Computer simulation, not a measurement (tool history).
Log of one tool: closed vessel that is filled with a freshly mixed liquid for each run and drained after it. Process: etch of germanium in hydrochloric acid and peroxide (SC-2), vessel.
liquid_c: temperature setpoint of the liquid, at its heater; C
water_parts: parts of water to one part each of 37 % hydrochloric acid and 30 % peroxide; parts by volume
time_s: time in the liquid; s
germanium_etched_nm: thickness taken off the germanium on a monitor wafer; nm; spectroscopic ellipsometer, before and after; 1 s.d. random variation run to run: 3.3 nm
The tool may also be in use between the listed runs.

run,hour,liquid_c,water_parts,time_s,germanium_etched_nm
1,0,63,9,105,331.74
2,1.8,63,11,105,325.78
3,5.5,63,11,105,321.21
4,6.9,65,11,105,343.92
5,13.9,65,12.5,105,336.77
6,20.5,65,9.5,105,347.75

Run 7 is up next; what results do you expect?
7,27.8,66.5,9.5,105,?

germanium_etched_nm: 361.57 nm

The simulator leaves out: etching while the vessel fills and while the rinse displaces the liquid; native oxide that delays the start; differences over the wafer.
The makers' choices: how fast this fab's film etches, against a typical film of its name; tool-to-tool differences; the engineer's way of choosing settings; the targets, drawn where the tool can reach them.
